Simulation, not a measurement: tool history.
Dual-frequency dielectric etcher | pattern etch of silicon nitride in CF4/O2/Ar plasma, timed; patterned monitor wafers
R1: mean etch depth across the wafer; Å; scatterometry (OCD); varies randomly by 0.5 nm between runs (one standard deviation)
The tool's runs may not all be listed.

run 1 day=0.000 | source_power_(kW)=0.390 bias_power_(kW)=0.058 Ar_flow_(sccm)=113 CF4_flow_(sccm)=122 etch_time_(s)=79.0 | R1=1357.2
run 2 day=0.271 | source_power_(kW)=0.410 bias_power_(kW)=0.058 Ar_flow_(sccm)=113 CF4_flow_(sccm)=122 etch_time_(s)=79.0 | R1=1404.9
run 3 day=0.362 | source_power_(kW)=0.420 bias_power_(kW)=0.058 Ar_flow_(sccm)=113 CF4_flow_(sccm)=122 etch_time_(s)=79.0 | R1=1434.3
run 4 day=0.412 | source_power_(kW)=0.370 bias_power_(kW)=0.058 Ar_flow_(sccm)=113 CF4_flow_(sccm)=122 etch_time_(s)=79.0 | R1=1303.3
run 5 day=0.733 | source_power_(kW)=0.370 bias_power_(kW)=0.058 Ar_flow_(sccm)=113 CF4_flow_(sccm)=122 etch_time_(s)=71.5 | R1=1182.3
run 6 day=0.996 | source_power_(kW)=0.400 bias_power_(kW)=0.059 Ar_flow_(sccm)=113 CF4_flow_(sccm)=122 etch_time_(s)=71.5 | R1=1252.6
run 7 day=1.217 | source_power_(kW)=0.480 bias_power_(kW)=0.063 Ar_flow_(sccm)=111 CF4_flow_(sccm)=124 etch_time_(s)=72.0 | R1=1489.9

Predict the results of run 8:
run 8 day=1.533 | source_power_(kW)=0.490 bias_power_(kW)=0.063 Ar_flow_(sccm)=111 CF4_flow_(sccm)=124 etch_time_(s)=72.0 | R1=?

Run 8 measured R1 1511.5 Å.
